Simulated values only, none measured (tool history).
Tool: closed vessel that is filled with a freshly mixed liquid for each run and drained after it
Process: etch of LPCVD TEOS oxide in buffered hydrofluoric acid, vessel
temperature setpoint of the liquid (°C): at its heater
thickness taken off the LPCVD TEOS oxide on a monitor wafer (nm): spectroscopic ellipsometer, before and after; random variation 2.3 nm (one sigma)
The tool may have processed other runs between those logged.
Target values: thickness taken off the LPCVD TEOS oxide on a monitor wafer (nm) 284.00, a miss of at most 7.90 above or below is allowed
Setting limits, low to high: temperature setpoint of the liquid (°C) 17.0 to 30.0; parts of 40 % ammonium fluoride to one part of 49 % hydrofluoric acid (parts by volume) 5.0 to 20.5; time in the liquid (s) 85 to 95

run	hour	temperature setpoint of the liquid (°C)	parts of 40 % ammonium fluoride to one part of 49 % hydrofluoric acid (parts by volume)	time in the liquid (s)	thickness taken off the LPCVD TEOS oxide on a monitor wafer (nm)
1	0.0	22.0	12.5	85	126.84
2	5.3	22.0	12.5	95	141.22
3	8.5	23.0	12.0	95	155.60
4	15.9	20.5	12.0	95	136.36
5	22.5	22.0	11.5	95	154.78
6	26.9	23.0	11.0	95	170.64
7	30.8	24.0	11.0	95	180.45
8	37.2	25.0	11.0	95	190.53
9	39.2	25.5	11.0	95	196.77
10	47.1	26.0	11.0	95	201.37
11	50.3	26.5	11.0	95	208.94
12	56.9	27.0	11.0	95	212.40

Exercise: of the 5 proposed moves below, exactly one satisfies all targets within the stated allowed misses. Which move is it?
A	63.5	30.0	8.0	90	?
B	63.5	25.5	14.0	90	?
C	63.5	26.5	8.5	95	?
D	63.5	27.5	7.0	95	?
E	63.5	24.5	7.0	95	?

move	thickness taken off the LPCVD TEOS oxide on a monitor wafer (nm)
A	312.23
B	145.77
C	256.40
D	333.60
E	283.93
A: moves the result that the last run missed by most past its target, out the other side
B: misses by more than the last run did
C: closes in on the targets versus the last run, not all within tolerance yet
D: moves the result that the last run missed by most past its target, out the other side
E: hits every target within its allowed miss
The right move is E.

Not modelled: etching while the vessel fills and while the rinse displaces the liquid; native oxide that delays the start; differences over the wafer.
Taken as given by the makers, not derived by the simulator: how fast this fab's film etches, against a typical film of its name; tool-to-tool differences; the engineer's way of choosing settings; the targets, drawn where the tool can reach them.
